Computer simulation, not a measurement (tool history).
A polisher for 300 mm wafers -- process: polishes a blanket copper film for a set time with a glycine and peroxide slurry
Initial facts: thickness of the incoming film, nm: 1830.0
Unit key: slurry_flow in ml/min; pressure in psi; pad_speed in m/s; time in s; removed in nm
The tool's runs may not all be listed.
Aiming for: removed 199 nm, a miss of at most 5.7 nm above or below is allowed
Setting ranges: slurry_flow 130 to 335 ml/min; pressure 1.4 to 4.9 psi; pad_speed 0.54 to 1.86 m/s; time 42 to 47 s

Run 1, hour 0: slurry_flow 215 ml/min, pressure 3.1 psi, pad_speed 1.18 m/s, time 47 s. Result: removed 313.03 nm.
Run 2, hour 3.1: slurry_flow 215 ml/min, pressure 2.9 psi, pad_speed 1.18 m/s, time 47 s. Result: removed 294.44 nm.
Run 3, hour 9.7: slurry_flow 215 ml/min, pressure 3.4 psi, pad_speed 1.18 m/s, time 47 s. Result: removed 333.31 nm.
Run 4, hour 13.7: slurry_flow 215 ml/min, pressure 3.4 psi, pad_speed 1.18 m/s, time 47 s. Result: removed 337.52 nm.
Run 5, hour 21.9: slurry_flow 215 ml/min, pressure 3.2 psi, pad_speed 1.18 m/s, time 47 s. Result: removed 320.04 nm.
Run 6, hour 24.8: slurry_flow 215 ml/min, pressure 3 psi, pad_speed 1.18 m/s, time 47 s. Result: removed 302.4 nm.
Run 7, hour 27.1: slurry_flow 200 ml/min, pressure 2.1 psi, pad_speed 1.16 m/s, time 47 s. Result: removed 232.77 nm.
Run 8, hour 32.9: slurry_flow 200 ml/min, pressure 2 psi, pad_speed 1.16 m/s, time 47 s. Result: removed 223.85 nm.
Run 9, hour 40.3: slurry_flow 190 ml/min, pressure 1.6 psi, pad_speed 1.16 m/s, time 47 s. Result: removed 192.37 nm.
Run 10, hour 44.1: slurry_flow 200 ml/min, pressure 1.6 psi, pad_speed 1.16 m/s, time 47 s. Result: removed 191.1 nm.

Consider the 5 candidate settings below. Which is the only one whose results all fall within their allowed miss of target?
Run A, hour 47.9: slurry_flow 210 ml/min, pressure 2.1 psi, pad_speed 1.02 m/s, time 47 s. Result: removed ?.
Run B, hour 47.9: slurry_flow 205 ml/min, pressure 1.4 psi, pad_speed 1.42 m/s, time 42 s. Result: removed ?.
Run C, hour 47.9: slurry_flow 205 ml/min, pressure 2 psi, pad_speed 1.14 m/s, time 44 s. Result: removed ?.
Run D, hour 47.9: slurry_flow 180 ml/min, pressure 2 psi, pad_speed 0.86 m/s, time 46 s. Result: removed ?.
Run E, hour 47.9: slurry_flow 170 ml/min, pressure 1.5 psi, pad_speed 1.36 m/s, time 47 s. Result: removed ?.

move  removed
   A   214.39
   B   180.26
   C   206.98
   D   180.28
   E   198.83
A: the result that was furthest off in the last run now lies on the other side of its target
B: its largest miss is bigger than the last run's
C: the result that was furthest off in the last run now lies on the other side of its target
D: its largest miss is bigger than the last run's
E: meets every target
E is the move that brings every result within its allowed miss.
